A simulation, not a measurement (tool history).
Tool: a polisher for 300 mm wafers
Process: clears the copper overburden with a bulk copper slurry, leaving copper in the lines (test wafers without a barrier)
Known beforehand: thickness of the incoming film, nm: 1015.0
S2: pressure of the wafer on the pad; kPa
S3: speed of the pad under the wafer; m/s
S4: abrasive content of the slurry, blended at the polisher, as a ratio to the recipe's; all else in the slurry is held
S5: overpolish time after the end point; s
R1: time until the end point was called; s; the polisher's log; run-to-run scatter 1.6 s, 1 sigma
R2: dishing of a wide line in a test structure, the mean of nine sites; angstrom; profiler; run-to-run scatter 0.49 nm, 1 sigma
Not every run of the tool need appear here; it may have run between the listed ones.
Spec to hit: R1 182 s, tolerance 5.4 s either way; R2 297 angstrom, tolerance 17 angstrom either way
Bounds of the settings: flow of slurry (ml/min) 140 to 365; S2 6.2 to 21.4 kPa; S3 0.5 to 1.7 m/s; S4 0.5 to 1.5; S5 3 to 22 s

run 1 day=0 | flow_of_slurry_(ml/min)=235 S2=13.8 S3=1.1 S4=1 S5=11 | R1=133.82 R2=486.9
run 2 day=0.108 | flow_of_slurry_(ml/min)=185 S2=13.8 S3=1.1 S4=1 S5=11 | R1=136.85 R2=472.42
run 3 day=0.442 | flow_of_slurry_(ml/min)=185 S2=13.8 S3=1.1 S4=1 S5=9 | R1=135.56 R2=423.06
run 4 day=0.8 | flow_of_slurry_(ml/min)=185 S2=12.4 S3=1.1 S4=1 S5=8 | R1=151.17 R2=348.81
run 5 day=1.092 | flow_of_slurry_(ml/min)=185 S2=12.4 S3=1.1 S4=1.1 S5=8 | R1=145.75 R2=349.48
run 6 day=1.375 | flow_of_slurry_(ml/min)=235 S2=12.4 S3=1.1 S4=1.1 S5=8 | R1=143.1 R2=363.02
run 7 day=1.438 | flow_of_slurry_(ml/min)=230 S2=11.7 S3=1.1 S4=1.1 S5=8 | R1=148.68 R2=349.75
run 8 day=1.671 | flow_of_slurry_(ml/min)=225 S2=11 S3=1.1 S4=1.1 S5=8 | R1=156.97 R2=339.47
run 9 day=2.012 | flow_of_slurry_(ml/min)=220 S2=10.3 S3=1.1 S4=1.1 S5=8 | R1=164.94 R2=318.92

Which one of the following 5 next-run settings gets every result inside its allowed miss? There is exactly one.
run A day=2.354 | flow_of_slurry_(ml/min)=195 S2=9 S3=1.06 S4=0.95 S5=8 | R1=? R2=?
run B day=2.354 | flow_of_slurry_(ml/min)=235 S2=12.4 S3=0.84 S4=1.2 S5=8 | R1=? R2=?
run C day=2.354 | flow_of_slurry_(ml/min)=195 S2=12.4 S3=0.8 S4=1.05 S5=9 | R1=? R2=?
run D day=2.354 | flow_of_slurry_(ml/min)=245 S2=7.6 S3=1.1 S4=1.35 S5=9 | R1=? R2=?
run E day=2.354 | flow_of_slurry_(ml/min)=190 S2=11 S3=0.9 S4=1.05 S5=7 | R1=? R2=?

move=A R1=195.46 R2=258.81
move=B R1=180 R2=282.75
move=C R1=197.03 R2=289.36
move=D R1=193.78 R2=284.32
move=E R1=193.12 R2=235.9
A: the result that was furthest off in the last run now lies on the other side of its target
B: all results in spec
C: the result that was furthest off in the last run now lies on the other side of its target
D: the result that was furthest off in the last run now lies on the other side of its target
E: the result that was furthest off in the last run now lies on the other side of its target
So the answer is move B, the one that meets all the targets.
